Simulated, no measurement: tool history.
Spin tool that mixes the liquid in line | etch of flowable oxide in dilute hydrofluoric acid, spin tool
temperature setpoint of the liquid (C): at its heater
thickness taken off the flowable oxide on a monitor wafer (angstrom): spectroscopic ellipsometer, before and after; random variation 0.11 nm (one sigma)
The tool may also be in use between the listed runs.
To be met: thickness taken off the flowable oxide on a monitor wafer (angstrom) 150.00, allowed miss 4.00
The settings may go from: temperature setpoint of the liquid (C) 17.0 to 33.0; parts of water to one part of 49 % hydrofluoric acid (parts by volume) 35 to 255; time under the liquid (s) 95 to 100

| run | day | temperature setpoint of the liquid (C) | parts of water to one part of 49 % hydrofluoric acid (parts by volume) | time under the liquid (s) | thickness taken off the flowable oxide on a monitor wafer (angstrom) |
|---|---|---|---|---|---|
| 1 | 0.000 | 25.0 | 145 | 95 | 177.34 |
| 2 | 0.342 | 24.5 | 145 | 95 | 173.11 |
| 3 | 0.521 | 24.0 | 145 | 95 | 171.10 |
| 4 | 0.704 | 24.0 | 170 | 95 | 142.08 |
| 5 | 0.838 | 24.0 | 195 | 95 | 119.99 |
| 6 | 1.000 | 24.0 | 195 | 100 | 126.17 |
| 7 | 1.342 | 25.0 | 195 | 100 | 131.42 |
| 8 | 1.654 | 25.5 | 195 | 100 | 131.82 |
| 9 | 1.875 | 26.0 | 195 | 100 | 136.52 |

4 next moves are on the table. One of them brings every result within its allowed miss. Which?
| A | 2.096 | 22.0 | 160 | 100 | ? |
| B | 2.096 | 26.5 | 190 | 100 | ? |
| C | 2.096 | 26.5 | 165 | 95 | ? |
| D | 2.096 | 24.0 | 170 | 95 | ? |

| move | thickness taken off the flowable oxide on a monitor wafer (angstrom) |
|---|---|
| A | 147.73 |
| B | 142.04 |
| C | 160.20 |
| D | 140.89 |
A: meets every target
B: nearer than the last run, and not there yet
C: takes the result that was furthest off past its target
D: nearer than the last run, and not there yet
Answer: A

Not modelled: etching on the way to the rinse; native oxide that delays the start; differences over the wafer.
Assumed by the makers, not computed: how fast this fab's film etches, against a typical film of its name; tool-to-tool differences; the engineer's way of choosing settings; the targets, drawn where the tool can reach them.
